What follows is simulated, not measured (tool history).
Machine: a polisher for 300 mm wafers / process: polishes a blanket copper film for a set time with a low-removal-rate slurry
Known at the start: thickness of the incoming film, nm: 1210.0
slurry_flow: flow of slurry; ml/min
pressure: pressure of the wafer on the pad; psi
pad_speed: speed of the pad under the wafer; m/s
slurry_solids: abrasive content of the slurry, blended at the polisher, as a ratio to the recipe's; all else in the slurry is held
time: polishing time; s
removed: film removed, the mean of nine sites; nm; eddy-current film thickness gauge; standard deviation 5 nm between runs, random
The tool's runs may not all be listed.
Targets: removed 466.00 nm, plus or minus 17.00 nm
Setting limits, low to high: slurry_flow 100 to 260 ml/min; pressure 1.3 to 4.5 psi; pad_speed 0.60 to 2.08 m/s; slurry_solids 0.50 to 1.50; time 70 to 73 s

Run 1, day 0.000: slurry_flow 165 ml/min, pressure 2.9 psi, pad_speed 1.34 m/s, slurry_solids 1.00, time 70 s. Result: removed 263.90 nm.
Run 2, day 0.167: slurry_flow 170 ml/min, pressure 3.4 psi, pad_speed 1.36 m/s, slurry_solids 1.00, time 70 s. Result: removed 309.60 nm.
Run 3, day 0.404: slurry_flow 170 ml/min, pressure 2.8 psi, pad_speed 1.36 m/s, slurry_solids 1.00, time 70 s. Result: removed 266.67 nm.
Run 4, day 0.729: slurry_flow 170 ml/min, pressure 2.8 psi, pad_speed 1.36 m/s, slurry_solids 1.15, time 70 s. Result: removed 267.20 nm.
Run 5, day 0.800: slurry_flow 145 ml/min, pressure 2.8 psi, pad_speed 1.36 m/s, slurry_solids 1.15, time 70 s. Result: removed 260.99 nm.
Run 6, day 1.138: slurry_flow 145 ml/min, pressure 2.8 psi, pad_speed 1.36 m/s, slurry_solids 1.15, time 70 s. Result: removed 260.78 nm.
Run 7, day 1.425: slurry_flow 155 ml/min, pressure 3.4 psi, pad_speed 1.38 m/s, slurry_solids 1.15, time 70 s. Result: removed 322.69 nm.
Run 8, day 1.608: slurry_flow 160 ml/min, pressure 3.8 psi, pad_speed 1.38 m/s, slurry_solids 1.15, time 70 s. Result: removed 363.00 nm.

Next run, 4 choices. One meets every target within its allowed miss, the rest don't. Which?
Run A, day 1.792: slurry_flow 205 ml/min, pressure 4.3 psi, pad_speed 1.62 m/s, slurry_solids 1.10, time 73 s. Result: removed ?.
Run B, day 1.792: slurry_flow 215 ml/min, pressure 3.4 psi, pad_speed 1.86 m/s, slurry_solids 1.20, time 73 s. Result: removed ?.
Run C, day 1.792: slurry_flow 200 ml/min, pressure 4.0 psi, pad_speed 1.74 m/s, slurry_solids 1.10, time 73 s. Result: removed ?.
Run D, day 1.792: slurry_flow 165 ml/min, pressure 4.4 psi, pad_speed 1.68 m/s, slurry_solids 1.05, time 73 s. Result: removed ?.

move  removed
   A   503.23
   B   459.20
   C   496.97
   D   510.67
A: the result that was furthest off in the last run now lies on the other side of its target
B: every result lands within tolerance
C: the result that was furthest off in the last run now lies on the other side of its target
D: the result that was furthest off in the last run now lies on the other side of its target
So the answer is move B, the one that meets all the targets.
